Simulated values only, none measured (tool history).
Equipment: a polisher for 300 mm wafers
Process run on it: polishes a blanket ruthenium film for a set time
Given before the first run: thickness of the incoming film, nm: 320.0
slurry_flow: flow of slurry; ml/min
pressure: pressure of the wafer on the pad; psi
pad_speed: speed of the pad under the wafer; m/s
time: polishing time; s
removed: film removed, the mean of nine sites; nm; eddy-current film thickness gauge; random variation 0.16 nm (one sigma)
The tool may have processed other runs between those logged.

run    day  slurry_flow  pressure  pad_speed  time  removed
  1  0.000          310       1.9       1.00    38   38.366
  2  0.188          310       2.2       1.00    38   43.308
  3  0.258          310       2.2       1.08    38   47.885
  4  0.542          310       1.9       1.02    38   38.705
  5  0.625          310       1.7       0.98    38   33.685
  6  0.958          270       1.7       0.98    38   33.713
  7  1.017          270       1.5       0.94    38   28.195

Run 8, settings as shown, results not yet in. Your forecast:
  8  1.192          270       0.9       0.92    38        ?

Run 8 gave removed 16.911 nm.
